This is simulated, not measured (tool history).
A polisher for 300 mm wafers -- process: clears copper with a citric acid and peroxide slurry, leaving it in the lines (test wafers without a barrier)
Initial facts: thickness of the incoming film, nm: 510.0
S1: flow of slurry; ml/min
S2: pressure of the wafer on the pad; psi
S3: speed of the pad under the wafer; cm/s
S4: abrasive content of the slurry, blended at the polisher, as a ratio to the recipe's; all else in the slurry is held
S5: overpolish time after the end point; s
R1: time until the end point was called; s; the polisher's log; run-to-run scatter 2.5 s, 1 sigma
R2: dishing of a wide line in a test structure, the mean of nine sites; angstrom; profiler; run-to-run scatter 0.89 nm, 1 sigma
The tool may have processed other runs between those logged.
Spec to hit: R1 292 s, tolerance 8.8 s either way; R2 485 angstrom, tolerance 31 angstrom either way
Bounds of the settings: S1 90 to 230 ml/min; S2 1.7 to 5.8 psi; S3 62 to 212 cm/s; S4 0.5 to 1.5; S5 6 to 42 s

Run 1, hour 0: S1 150 ml/min, S2 3.7 psi, S3 136 cm/s, S4 1, S5 21 s. Result: R1 166.14 s, R2 521.99 angstrom.
Run 2, hour 6.1: S1 150 ml/min, S2 3.7 psi, S3 136 cm/s, S4 1.15, S5 21 s. Result: R1 159.86 s, R2 515.98 angstrom.
Run 3, hour 8.6: S1 150 ml/min, S2 3.7 psi, S3 136 cm/s, S4 1.15, S5 28 s. Result: R1 158.47 s, R2 653.5 angstrom.
Run 4, hour 12.2: S1 145 ml/min, S2 3.4 psi, S3 136 cm/s, S4 1.15, S5 29 s. Result: R1 174.75 s, R2 631.36 angstrom.
Run 5, hour 20.2: S1 125 ml/min, S2 3.4 psi, S3 136 cm/s, S4 1.15, S5 29 s. Result: R1 175.58 s, R2 614.5 angstrom.
Run 6, hour 25.8: S1 125 ml/min, S2 3.4 psi, S3 136 cm/s, S4 1.15, S5 35 s. Result: R1 173.88 s, R2 729.11 angstrom.
Run 7, hour 27.7: S1 125 ml/min, S2 3.2 psi, S3 136 cm/s, S4 1.15, S5 35 s. Result: R1 190.33 s, R2 675.46 angstrom.
Run 8, hour 31.7: S1 125 ml/min, S2 3 psi, S3 136 cm/s, S4 1.15, S5 35 s. Result: R1 198.62 s, R2 651.7 angstrom.
Run 9, hour 35.3: S1 125 ml/min, S2 2.8 psi, S3 136 cm/s, S4 1.15, S5 35 s. Result: R1 212.03 s, R2 599.58 angstrom.
Run 10, hour 44.2: S1 125 ml/min, S2 2.7 psi, S3 136 cm/s, S4 1.15, S5 36 s. Result: R1 219.49 s, R2 624.34 angstrom.
Run 11, hour 50.5: S1 125 ml/min, S2 2.6 psi, S3 136 cm/s, S4 1.15, S5 36 s. Result: R1 226.99 s, R2 603.15 angstrom.
Run 12, hour 52.1: S1 125 ml/min, S2 2.5 psi, S3 136 cm/s, S4 1.15, S5 36 s. Result: R1 237.07 s, R2 583.47 angstrom.

Which of these 5 next moves meets every target?
Run A, hour 53.7: S1 125 ml/min, S2 2.3 psi, S3 124 cm/s, S4 0.9, S5 36 s. Result: R1 ?, R2 ?.
Run B, hour 53.7: S1 130 ml/min, S2 2.8 psi, S3 110 cm/s, S4 0.55, S5 42 s. Result: R1 ?, R2 ?.
Run C, hour 53.7: S1 140 ml/min, S2 2.7 psi, S3 112 cm/s, S4 0.95, S5 38 s. Result: R1 ?, R2 ?.
Run D, hour 53.7: S1 115 ml/min, S2 3.1 psi, S3 142 cm/s, S4 1.2, S5 33 s. Result: R1 ?, R2 ?.
Run E, hour 53.7: S1 140 ml/min, S2 2.1 psi, S3 140 cm/s, S4 1.25, S5 30 s. Result: R1 ?, R2 ?.

move      R1      R2
   A  290.01  487.01
   B  290.46     561
   C  262.24  560.38
   D   185.9  667.08
   E  264.91  447.84
A: all results land within tolerance of their targets
B: brings the last run's worst result on target, with another outside its allowed miss
C: closes in on the targets versus the last run, not all within tolerance yet
D: misses by more than the last run did
E: closes in on the targets versus the last run, not all within tolerance yet
Correct choice: A, which meets every target
